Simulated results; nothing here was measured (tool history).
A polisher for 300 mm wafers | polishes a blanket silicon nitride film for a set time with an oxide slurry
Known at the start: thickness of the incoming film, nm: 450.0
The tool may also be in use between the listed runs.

run  hour  flow of slurry (ml/min)  pressure of the wafer on the pad (kPa)  speed of the pad under the wafer (m/s)  abrasive content of the slurry  polishing time (s)  film removed (nm)
  1   0.0                      120                                    18.6                                    1.38                            1.00                  54             28.800
  2   0.8                      120                                    18.6                                    1.38                            0.95                  54             27.308
  3   6.7                      120                                    18.6                                    1.38                            1.10                  54             29.809
  4  14.4                      120                                    18.6                                    1.38                            1.30                  54             31.260
  5  22.1                      120                                    16.5                                    1.36                            1.30                  54             27.463
  6  29.1                      120                                    16.5                                    1.58                            1.30                  54             30.919

Estimate the outcome of run 7 from the log above:
  7  29.9                      120                                    14.5                                    1.56                            1.30                  54                  ?

Run 7 yielded film removed (nm) 27.570.

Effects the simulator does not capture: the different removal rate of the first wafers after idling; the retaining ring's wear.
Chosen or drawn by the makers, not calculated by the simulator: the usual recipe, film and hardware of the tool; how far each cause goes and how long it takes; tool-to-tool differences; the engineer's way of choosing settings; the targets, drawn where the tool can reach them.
